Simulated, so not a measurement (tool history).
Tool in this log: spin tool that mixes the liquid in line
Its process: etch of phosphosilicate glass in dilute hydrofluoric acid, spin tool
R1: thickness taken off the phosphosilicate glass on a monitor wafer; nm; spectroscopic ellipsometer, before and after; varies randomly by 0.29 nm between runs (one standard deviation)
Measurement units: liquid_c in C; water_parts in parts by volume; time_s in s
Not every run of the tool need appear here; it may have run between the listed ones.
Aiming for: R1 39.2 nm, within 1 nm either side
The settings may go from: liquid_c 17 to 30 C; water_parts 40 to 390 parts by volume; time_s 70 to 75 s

Run 1, hour 0: liquid_c 22 C, water_parts 215 parts by volume, time_s 70 s. Result: R1 50.887 nm.
Run 2, hour 3.5: liquid_c 22 C, water_parts 215 parts by volume, time_s 75 s. Result: R1 55.067 nm.
Run 3, hour 10.6: liquid_c 20.5 C, water_parts 225 parts by volume, time_s 75 s. Result: R1 48.392 nm.
Run 4, hour 14.2: liquid_c 19.5 C, water_parts 225 parts by volume, time_s 75 s. Result: R1 47.945 nm.
Run 5, hour 18.7: liquid_c 17.5 C, water_parts 225 parts by volume, time_s 75 s. Result: R1 43.719 nm.
Run 6, hour 25.3: liquid_c 17.5 C, water_parts 190 parts by volume, time_s 75 s. Result: R1 53.465 nm.
Run 7, hour 31.4: liquid_c 17.5 C, water_parts 205 parts by volume, time_s 75 s. Result: R1 49.002 nm.
Run 8, hour 34.6: liquid_c 17.5 C, water_parts 215 parts by volume, time_s 75 s. Result: R1 46.121 nm.
Run 9, hour 40.7: liquid_c 17.5 C, water_parts 225 parts by volume, time_s 75 s. Result: R1 43.241 nm.
Run 10, hour 48.4: liquid_c 17.5 C, water_parts 230 parts by volume, time_s 75 s. Result: R1 42.281 nm.

Consider the 4 candidate settings below. Which is the only one whose results all fall within their allowed miss of target?
Run A, hour 56.1: liquid_c 21.5 C, water_parts 250 parts by volume, time_s 75 s. Result: R1 ?.
Run B, hour 56.1: liquid_c 17 C, water_parts 240 parts by volume, time_s 75 s. Result: R1 ?.
Run C, hour 56.1: liquid_c 19 C, water_parts 210 parts by volume, time_s 70 s. Result: R1 ?.
Run D, hour 56.1: liquid_c 17.5 C, water_parts 225 parts by volume, time_s 75 s. Result: R1 ?.

move      R1
   A  44.598
   B  39.524
   C  46.839
   D   43.57
A: its largest miss is bigger than the last run's
B: meets every target
C: its largest miss is bigger than the last run's
D: its largest miss is bigger than the last run's
B is the move that brings every result within its allowed miss.
